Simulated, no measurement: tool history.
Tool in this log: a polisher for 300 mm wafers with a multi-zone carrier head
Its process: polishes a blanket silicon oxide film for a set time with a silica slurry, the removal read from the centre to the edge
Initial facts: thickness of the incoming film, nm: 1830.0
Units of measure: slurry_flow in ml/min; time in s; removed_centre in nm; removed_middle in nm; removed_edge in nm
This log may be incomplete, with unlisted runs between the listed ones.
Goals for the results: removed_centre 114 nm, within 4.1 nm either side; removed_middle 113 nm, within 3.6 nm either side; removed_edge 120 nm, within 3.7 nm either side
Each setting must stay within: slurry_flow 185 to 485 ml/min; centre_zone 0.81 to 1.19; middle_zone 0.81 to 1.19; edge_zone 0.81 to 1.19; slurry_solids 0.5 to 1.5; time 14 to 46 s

| run | day | slurry_flow | centre_zone | middle_zone | edge_zone | slurry_solids | time | removed_centre | removed_middle | removed_edge |
|---|---|---|---|---|---|---|---|---|---|---|
| 1 | 0 | 310 | 1 | 1 | 1 | 1 | 30 | 96.115 | 95.487 | 97.976 |
| 2 | 0.329 | 310 | 1 | 1 | 1 | 1 | 25 | 80.749 | 80.369 | 81.891 |
| 3 | 0.483 | 310 | 1 | 1 | 1 | 0.9 | 25 | 77.247 | 78.602 | 79.106 |
| 4 | 0.812 | 310 | 1 | 1 | 1.05 | 0.9 | 25 | 78.999 | 77.535 | 80.129 |
| 5 | 1.042 | 310 | 0.99 | 1.01 | 1.06 | 1 | 26 | 83.254 | 83.927 | 88.334 |
| 6 | 1.162 | 315 | 1 | 1.03 | 1.07 | 1.1 | 26 | 84.878 | 87.126 | 91.39 |
| 7 | 1.246 | 315 | 1.02 | 1.04 | 1.08 | 1.15 | 26 | 88.342 | 88.23 | 93.426 |
| 8 | 1.567 | 345 | 1.06 | 1.13 | 1.17 | 1.4 | 28 | 108.32 | 111.08 | 110.26 |
| 9 | 1.612 | 345 | 1.06 | 1.12 | 1.17 | 1.4 | 28 | 105.24 | 109.82 | 110.57 |
| 10 | 1.658 | 345 | 1.06 | 1.11 | 1.17 | 1.4 | 28 | 103.69 | 108.04 | 111.63 |
| 11 | 1.729 | 345 | 1.07 | 1.11 | 1.17 | 1.4 | 28 | 107.05 | 110.15 | 109.4 |
| 12 | 1.829 | 345 | 1.07 | 1.1 | 1.17 | 1.4 | 28 | 107.29 | 108.43 | 110.11 |
| 13 | 2.158 | 345 | 1.07 | 1.09 | 1.17 | 1.4 | 28 | 108.72 | 107.47 | 110.24 |
| 14 | 2.275 | 345 | 1.06 | 1.08 | 1.18 | 1.45 | 29 | 108.1 | 113.82 | 115.27 |
| 15 | 2.312 | 345 | 1.07 | 1.06 | 1.18 | 1.45 | 29 | 113.07 | 110.09 | 115.67 |

Of the 5 settings listed for the next run, only one would bring every result within its allowed miss of target. Which one?
| A | 2.35 | 310 | 1.06 | 1.05 | 1.18 | 1.45 | 28 | ? | ? | ? |
| B | 2.35 | 330 | 1.03 | 1.03 | 1.15 | 1.35 | 31 | ? | ? | ? |
| C | 2.35 | 335 | 1.11 | 1.06 | 1.11 | 1.5 | 28 | ? | ? | ? |
| D | 2.35 | 330 | 1.1 | 1.09 | 1.16 | 1.35 | 29 | ? | ? | ? |
| E | 2.35 | 300 | 1.15 | 1.05 | 1.17 | 1.45 | 29 | ? | ? | ? |

| move | removed_centre | removed_middle | removed_edge |
|---|---|---|---|
| A | 106.42 | 104.86 | 111.35 |
| B | 113.25 | 112.41 | 119.6 |
| C | 112.42 | 107.35 | 109.42 |
| D | 111.97 | 110.32 | 112.3 |
| E | 117.7 | 108.29 | 114.6 |
A: moves away from the targets compared with the last run
B: all results in spec
C: moves away from the targets compared with the last run
D: moves away from the targets compared with the last run
E: moves away from the targets compared with the last run
Correct choice: B, which meets every target
